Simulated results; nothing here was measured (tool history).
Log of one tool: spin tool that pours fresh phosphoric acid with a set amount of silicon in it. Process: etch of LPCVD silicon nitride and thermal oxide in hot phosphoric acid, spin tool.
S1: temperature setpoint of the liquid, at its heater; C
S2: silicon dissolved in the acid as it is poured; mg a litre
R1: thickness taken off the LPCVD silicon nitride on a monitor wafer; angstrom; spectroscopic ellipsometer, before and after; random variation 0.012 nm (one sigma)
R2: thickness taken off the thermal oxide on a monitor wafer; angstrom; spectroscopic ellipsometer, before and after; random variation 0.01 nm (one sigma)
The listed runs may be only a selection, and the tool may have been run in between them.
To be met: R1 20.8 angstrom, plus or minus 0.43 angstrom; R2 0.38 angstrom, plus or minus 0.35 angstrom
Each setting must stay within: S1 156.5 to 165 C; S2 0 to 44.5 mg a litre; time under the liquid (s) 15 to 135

run 1 hour=0 | S1=160 S2=19.5 time_under_the_liquid_(s)=70 | R1=69.857 R2=1.7238
run 2 hour=3.5 | S1=159 S2=22.5 time_under_the_liquid_(s)=55 | R1=53.68 R2=0.83157
run 3 hour=12.3 | S1=158 S2=29 time_under_the_liquid_(s)=45 | R1=41.854 R2=0.64415
run 4 hour=20.6 | S1=156.5 S2=29 time_under_the_liquid_(s)=45 | R1=40.293 R2=0.54312
run 5 hour=28.5 | S1=156.5 S2=29 time_under_the_liquid_(s)=45 | R1=40.302 R2=0.41236
run 6 hour=30.7 | S1=156.5 S2=33.5 time_under_the_liquid_(s)=35 | R1=31.517 R2=0.2493
run 7 hour=32.2 | S1=156.5 S2=35 time_under_the_liquid_(s)=30 | R1=26.493 R2=0.26424
run 8 hour=33 | S1=157.5 S2=38 time_under_the_liquid_(s)=30 | R1=27.637 R2=0.20374
run 9 hour=37.9 | S1=157.5 S2=38 time_under_the_liquid_(s)=25 | R1=22.901 R2=0.16259
run 10 hour=42.3 | S1=158 S2=38 time_under_the_liquid_(s)=25 | R1=23.357 R2=0.23612
run 11 hour=47.3 | S1=158 S2=38 time_under_the_liquid_(s)=25 | R1=23.431 R2=0.16516
run 12 hour=54.7 | S1=158.5 S2=38.5 time_under_the_liquid_(s)=20 | R1=19.013 R2=0.15075
run 13 hour=62.4 | S1=158 S2=33.5 time_under_the_liquid_(s)=20 | R1=18.597 R2=0.12989

Of the 5 settings listed for the next run, only one would bring every result within its allowed miss of target. Which one?
run A hour=70.1 | S1=163 S2=7.5 time_under_the_liquid_(s)=20 | R1=? R2=?
run B hour=70.1 | S1=165 S2=0 time_under_the_liquid_(s)=15 | R1=? R2=?
run C hour=70.1 | S1=161 S2=14.5 time_under_the_liquid_(s)=20 | R1=? R2=?
run D hour=70.1 | S1=156.5 S2=34 time_under_the_liquid_(s)=25 | R1=? R2=?
run E hour=70.1 | S1=159 S2=18 time_under_the_liquid_(s)=20 | R1=? R2=?

move=A R1=22.187 R2=0.44757
move=B R1=17.774 R2=0.44955
move=C R1=20.758 R2=0.3295
move=D R1=22.288 R2=0.15271
move=E R1=19.41 R2=0.25956
A: carries the result that was furthest off beyond its target, to the other side
B: misses by more than the last run did
C: in spec on every target
D: carries the result that was furthest off beyond its target, to the other side
E: better than the last run, though not everything is in spec
Answer: C
